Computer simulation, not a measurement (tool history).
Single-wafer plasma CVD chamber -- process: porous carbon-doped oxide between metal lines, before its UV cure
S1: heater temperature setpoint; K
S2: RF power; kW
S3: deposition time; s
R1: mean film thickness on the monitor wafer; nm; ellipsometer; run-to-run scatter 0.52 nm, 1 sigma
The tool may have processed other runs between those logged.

{"run": 1, "hour": 0.0, "S1": 548.15, "S2": 0.485, "S3": 29.3, "R1": 166.5}
{"run": 2, "hour": 3.9, "S1": 548.15, "S2": 0.485, "S3": 29.3, "R1": 166.63}
{"run": 3, "hour": 6.9, "S1": 548.15, "S2": 0.485, "S3": 30.3, "R1": 172.1}
{"run": 4, "hour": 9.3, "S1": 548.15, "S2": 0.485, "S3": 29.3, "R1": 165.9}
{"run": 5, "hour": 12.3, "S1": 548.15, "S2": 0.485, "S3": 29.3, "R1": 166.51}
{"run": 6, "hour": 19.0, "S1": 548.15, "S2": 0.485, "S3": 29.3, "R1": 165.74}
{"run": 7, "hour": 25.8, "S1": 555.15, "S2": 0.47, "S3": 29.3, "R1": 156.41}
{"run": 8, "hour": 32.8, "S1": 555.15, "S2": 0.47, "S3": 29.3, "R1": 155.41}
{"run": 9, "hour": 39.6, "S1": 560.15, "S2": 0.46, "S3": 29.3, "R1": 148.33}

Run 10, settings as shown, results not yet in. Your forecast:
{"run": 10, "hour": 47.5, "S1": 564.15, "S2": 0.455, "S3": 29.3, "R1": "?"}

R1: 143.34 nm
